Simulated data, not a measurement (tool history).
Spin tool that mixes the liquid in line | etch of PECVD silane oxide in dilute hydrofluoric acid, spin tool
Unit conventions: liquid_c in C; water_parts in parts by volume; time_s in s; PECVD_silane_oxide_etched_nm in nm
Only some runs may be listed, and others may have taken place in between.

{"run": 1, "hour": 0.0, "liquid_c": 20.0, "water_parts": 265, "time_s": 95, "PECVD_silane_oxide_etched_nm": 8.1282}
{"run": 2, "hour": 6.8, "liquid_c": 19.5, "water_parts": 275, "time_s": 95, "PECVD_silane_oxide_etched_nm": 7.636}
{"run": 3, "hour": 11.7, "liquid_c": 19.5, "water_parts": 285, "time_s": 95, "PECVD_silane_oxide_etched_nm": 7.2936}
{"run": 4, "hour": 15.6, "liquid_c": 19.5, "water_parts": 295, "time_s": 95, "PECVD_silane_oxide_etched_nm": 6.9652}
{"run": 5, "hour": 19.0, "liquid_c": 19.5, "water_parts": 245, "time_s": 95, "PECVD_silane_oxide_etched_nm": 8.747}
{"run": 6, "hour": 27.9, "liquid_c": 19.5, "water_parts": 260, "time_s": 95, "PECVD_silane_oxide_etched_nm": 8.2188}
{"run": 7, "hour": 29.3, "liquid_c": 17.0, "water_parts": 365, "time_s": 95, "PECVD_silane_oxide_etched_nm": 4.8359}
{"run": 8, "hour": 37.3, "liquid_c": 17.0, "water_parts": 370, "time_s": 95, "PECVD_silane_oxide_etched_nm": 4.802}
{"run": 9, "hour": 43.5, "liquid_c": 17.0, "water_parts": 375, "time_s": 95, "PECVD_silane_oxide_etched_nm": 4.6771}
{"run": 10, "hour": 46.7, "liquid_c": 17.0, "water_parts": 380, "time_s": 95, "PECVD_silane_oxide_etched_nm": 4.5872}

Predict the results of run 11:
{"run": 11, "hour": 51.4, "liquid_c": 17.0, "water_parts": 395, "time_s": 95, "PECVD_silane_oxide_etched_nm": "?"}

{"run 11": {"PECVD_silane_oxide_etched_nm": 4.3844}}

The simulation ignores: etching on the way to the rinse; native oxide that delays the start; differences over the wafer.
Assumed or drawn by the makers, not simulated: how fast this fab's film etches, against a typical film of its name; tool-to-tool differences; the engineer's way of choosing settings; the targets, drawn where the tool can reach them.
